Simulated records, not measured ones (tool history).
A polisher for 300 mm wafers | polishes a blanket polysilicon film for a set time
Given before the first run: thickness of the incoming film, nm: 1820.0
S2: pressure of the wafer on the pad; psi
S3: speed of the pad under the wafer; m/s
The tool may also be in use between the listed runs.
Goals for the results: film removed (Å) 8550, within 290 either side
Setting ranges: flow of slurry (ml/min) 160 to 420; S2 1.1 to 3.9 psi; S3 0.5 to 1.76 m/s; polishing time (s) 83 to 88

run 1 hour=0 | flow_of_slurry_(ml/min)=270 S2=2.5 S3=1.12 polishing_time_(s)=83 | film_removed_(Å)=6277.3
run 2 hour=1.3 | flow_of_slurry_(ml/min)=270 S2=1.9 S3=1.12 polishing_time_(s)=83 | film_removed_(Å)=5037.1
run 3 hour=5.8 | flow_of_slurry_(ml/min)=270 S2=1.9 S3=0.86 polishing_time_(s)=83 | film_removed_(Å)=3957.2
run 4 hour=6.5 | flow_of_slurry_(ml/min)=270 S2=2.6 S3=0.88 polishing_time_(s)=83 | film_removed_(Å)=5306.4
run 5 hour=7.1 | flow_of_slurry_(ml/min)=230 S2=2.6 S3=0.88 polishing_time_(s)=83 | film_removed_(Å)=5153.6
run 6 hour=9.1 | flow_of_slurry_(ml/min)=245 S2=3 S3=0.88 polishing_time_(s)=83 | film_removed_(Å)=5972.3
run 7 hour=16.9 | flow_of_slurry_(ml/min)=255 S2=3.3 S3=0.88 polishing_time_(s)=83 | film_removed_(Å)=6501.3
run 8 hour=25.3 | flow_of_slurry_(ml/min)=255 S2=3.5 S3=0.92 polishing_time_(s)=83 | film_removed_(Å)=7087.1
run 9 hour=33.2 | flow_of_slurry_(ml/min)=255 S2=3.6 S3=0.94 polishing_time_(s)=83 | film_removed_(Å)=7482.3
run 10 hour=34.5 | flow_of_slurry_(ml/min)=255 S2=3.7 S3=0.96 polishing_time_(s)=83 | film_removed_(Å)=7778.5

Next run, 4 choices. One meets every target within its allowed miss, the rest don't. Which?
run A hour=35.8 | flow_of_slurry_(ml/min)=190 S2=3.9 S3=0.76 polishing_time_(s)=88 | film_removed_(Å)=?
run B hour=35.8 | flow_of_slurry_(ml/min)=185 S2=3.5 S3=1.18 polishing_time_(s)=86 | film_removed_(Å)=?
run C hour=35.8 | flow_of_slurry_(ml/min)=330 S2=3.3 S3=1 polishing_time_(s)=86 | film_removed_(Å)=?
run D hour=35.8 | flow_of_slurry_(ml/min)=325 S2=2.8 S3=1.26 polishing_time_(s)=88 | film_removed_(Å)=?

move=A film_removed_(Å)=6767.5
move=B film_removed_(Å)=8897.9
move=C film_removed_(Å)=7671.2
move=D film_removed_(Å)=8362.4
A: moves away from the targets compared with the last run
B: moves the result that the last run missed by most past its target, out the other side
C: moves away from the targets compared with the last run
D: hits every target within its allowed miss
D is the move that brings every result within its allowed miss.

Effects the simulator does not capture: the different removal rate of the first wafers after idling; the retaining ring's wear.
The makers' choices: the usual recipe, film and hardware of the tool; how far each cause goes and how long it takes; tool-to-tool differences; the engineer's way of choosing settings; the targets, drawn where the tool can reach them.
